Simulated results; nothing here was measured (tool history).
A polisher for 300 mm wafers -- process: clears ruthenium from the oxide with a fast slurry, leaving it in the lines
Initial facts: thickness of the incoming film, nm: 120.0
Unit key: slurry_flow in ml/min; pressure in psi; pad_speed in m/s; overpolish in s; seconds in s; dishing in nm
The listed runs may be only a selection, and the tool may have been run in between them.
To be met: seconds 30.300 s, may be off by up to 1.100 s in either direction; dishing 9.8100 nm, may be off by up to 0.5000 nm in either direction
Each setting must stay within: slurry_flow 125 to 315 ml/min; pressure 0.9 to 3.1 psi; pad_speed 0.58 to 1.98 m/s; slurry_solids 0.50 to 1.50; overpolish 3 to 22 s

| run | hour | slurry_flow | pressure | pad_speed | slurry_solids | overpolish | seconds | dishing |
|---|---|---|---|---|---|---|---|---|
| 1 | 0.0 | 205 | 2.0 | 1.28 | 1.00 | 11 | 35.805 | 25.7930 |
| 2 | 4.9 | 210 | 2.0 | 1.28 | 1.00 | 9 | 35.041 | 22.3950 |
| 3 | 13.9 | 210 | 2.2 | 1.28 | 1.00 | 9 | 33.252 | 24.3610 |
| 4 | 17.6 | 185 | 1.8 | 1.46 | 1.00 | 7 | 35.135 | 18.0030 |
| 5 | 22.8 | 165 | 1.5 | 1.62 | 1.10 | 6 | 36.946 | 15.2400 |
| 6 | 23.5 | 165 | 1.5 | 1.62 | 1.10 | 3 | 36.573 | 8.2078 |
| 7 | 30.6 | 175 | 1.6 | 1.62 | 1.10 | 3 | 34.901 | 8.8088 |
| 8 | 35.9 | 180 | 1.7 | 1.62 | 1.10 | 3 | 33.347 | 8.9366 |

Consider the 5 candidate settings below. Which is the only one whose results all fall within their allowed miss of target?
| A | 41.2 | 180 | 1.5 | 1.56 | 1.15 | 4 | ? | ? |
| B | 41.2 | 210 | 1.7 | 1.60 | 1.00 | 3 | ? | ? |
| C | 41.2 | 185 | 1.6 | 1.92 | 1.05 | 3 | ? | ? |
| D | 41.2 | 175 | 1.7 | 1.58 | 0.85 | 4 | ? | ? |
| E | 41.2 | 205 | 1.5 | 1.56 | 1.15 | 3 | ? | ? |

| move | seconds | dishing |
|---|---|---|
| A | 37.568 | 10.2020 |
| B | 33.968 | 8.5806 |
| C | 30.140 | 9.5878 |
| D | 37.834 | 10.1360 |
| E | 37.028 | 7.9154 |
A: lands further from the targets than the last run did
B: lands further from the targets than the last run did
C: every result lands within tolerance
D: lands further from the targets than the last run did
E: lands further from the targets than the last run did
Correct choice: C, which meets every target
